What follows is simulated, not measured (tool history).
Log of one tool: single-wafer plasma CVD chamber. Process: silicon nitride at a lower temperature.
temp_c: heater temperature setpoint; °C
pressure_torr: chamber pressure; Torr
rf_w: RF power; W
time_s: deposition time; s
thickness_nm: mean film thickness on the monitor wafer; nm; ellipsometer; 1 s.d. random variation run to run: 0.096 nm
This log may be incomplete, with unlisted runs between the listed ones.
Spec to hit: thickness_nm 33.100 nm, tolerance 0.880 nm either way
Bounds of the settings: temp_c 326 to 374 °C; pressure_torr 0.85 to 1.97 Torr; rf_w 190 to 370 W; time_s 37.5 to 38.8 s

run  hour  temp_c  pressure_torr  rf_w  time_s  thickness_nm
  1   0.0     350           1.41   280    37.5        39.883
  2   8.8     350           1.41   255    37.5        37.754
  3  14.4     350           1.32   250    37.5        36.556
  4  22.7     350           1.32   250    38.8        37.810
  5  24.4     343           1.32   250    38.8        38.007
  6  33.3     343           1.24   240    38.7        36.200
  7  38.6     343           1.18   235    38.7        35.318
  8  39.2     343           1.13   230    38.7        34.452
  9  41.1     343           1.10   230    38.7        34.116

5 next moves are on the table. One of them brings every result within its allowed miss. Which?
  A  43.0     350           1.14   230    37.5             ?
  B  43.0     341           1.32   220    38.8             ?
  C  43.0     332           1.00   255    38.8             ?
  D  43.0     343           1.19   230    38.3             ?
  E  43.0     346           1.12   230    38.8             ?

move  thickness_nm
   A        33.408
   B        35.478
   C        35.244
   D        34.695
   E        34.417
A: all results in spec
B: further off than the last run
C: further off than the last run
D: further off than the last run
E: further off than the last run
Go with A: it meets all targets.
